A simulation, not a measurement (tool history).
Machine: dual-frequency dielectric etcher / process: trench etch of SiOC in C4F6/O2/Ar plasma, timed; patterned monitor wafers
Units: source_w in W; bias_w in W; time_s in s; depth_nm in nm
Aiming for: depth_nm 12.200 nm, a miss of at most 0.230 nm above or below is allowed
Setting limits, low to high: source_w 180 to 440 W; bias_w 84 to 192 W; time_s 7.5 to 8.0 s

run 1 hour=0.0 | source_w=310 bias_w=138 time_s=8.0 | depth_nm=15.229
run 2 hour=4.4 | source_w=310 bias_w=138 time_s=8.0 | depth_nm=15.167
run 3 hour=10.5 | source_w=310 bias_w=138 time_s=7.5 | depth_nm=14.255
run 4 hour=19.5 | source_w=310 bias_w=138 time_s=7.5 | depth_nm=14.309
run 5 hour=24.8 | source_w=310 bias_w=154 time_s=7.5 | depth_nm=14.729
run 6 hour=25.8 | source_w=310 bias_w=167 time_s=7.5 | depth_nm=15.235
run 7 hour=30.4 | source_w=270 bias_w=158 time_s=7.5 | depth_nm=14.057
run 8 hour=38.4 | source_w=240 bias_w=155 time_s=7.5 | depth_nm=13.409
run 9 hour=39.7 | source_w=220 bias_w=153 time_s=7.5 | depth_nm=12.848
run 10 hour=47.0 | source_w=210 bias_w=152 time_s=7.5 | depth_nm=12.576

Pick the move, out of 5, that brings all results within their allowed miss; only one does.
run A hour=54.3 | source_w=180 bias_w=153 time_s=7.5 | depth_nm=?
run B hour=54.3 | source_w=190 bias_w=155 time_s=7.5 | depth_nm=?
run C hour=54.3 | source_w=210 bias_w=157 time_s=7.5 | depth_nm=?
run D hour=54.3 | source_w=240 bias_w=134 time_s=7.5 | depth_nm=?
run E hour=54.3 | source_w=220 bias_w=154 time_s=7.5 | depth_nm=?

move=A depth_nm=11.902
move=B depth_nm=12.229
move=C depth_nm=12.804
move=D depth_nm=12.771
move=E depth_nm=12.958
A: takes the result that was furthest off past its target
B: every result within its allowed miss
C: its largest miss is bigger than the last run's
D: its largest miss is bigger than the last run's
E: its largest miss is bigger than the last run's
Go with B: it meets all targets.
